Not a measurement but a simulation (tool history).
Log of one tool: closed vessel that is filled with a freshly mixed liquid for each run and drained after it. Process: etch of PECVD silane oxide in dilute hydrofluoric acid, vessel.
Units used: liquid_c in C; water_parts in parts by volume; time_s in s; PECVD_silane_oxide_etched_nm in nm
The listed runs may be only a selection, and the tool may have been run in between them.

{"run": 1, "hour": 0.0, "liquid_c": 24.0, "water_parts": 270, "time_s": 280, "PECVD_silane_oxide_etched_nm": 16.463}
{"run": 2, "hour": 2.3, "liquid_c": 25.5, "water_parts": 270, "time_s": 280, "PECVD_silane_oxide_etched_nm": 17.137}
{"run": 3, "hour": 10.1, "liquid_c": 24.0, "water_parts": 295, "time_s": 280, "PECVD_silane_oxide_etched_nm": 14.523}
{"run": 4, "hour": 12.4, "liquid_c": 24.0, "water_parts": 295, "time_s": 280, "PECVD_silane_oxide_etched_nm": 14.636}
{"run": 5, "hour": 17.0, "liquid_c": 24.0, "water_parts": 295, "time_s": 280, "PECVD_silane_oxide_etched_nm": 14.62}
{"run": 6, "hour": 24.4, "liquid_c": 25.5, "water_parts": 295, "time_s": 280, "PECVD_silane_oxide_etched_nm": 15.484}
{"run": 7, "hour": 27.7, "liquid_c": 21.5, "water_parts": 395, "time_s": 280, "PECVD_silane_oxide_etched_nm": 9.1323}

Run 8, settings as shown, results not yet in. Your forecast:
{"run": 8, "hour": 29.3, "liquid_c": 21.0, "water_parts": 400, "time_s": 280, "PECVD_silane_oxide_etched_nm": "?"}

{"run 8": {"PECVD_silane_oxide_etched_nm": 8.8604}}

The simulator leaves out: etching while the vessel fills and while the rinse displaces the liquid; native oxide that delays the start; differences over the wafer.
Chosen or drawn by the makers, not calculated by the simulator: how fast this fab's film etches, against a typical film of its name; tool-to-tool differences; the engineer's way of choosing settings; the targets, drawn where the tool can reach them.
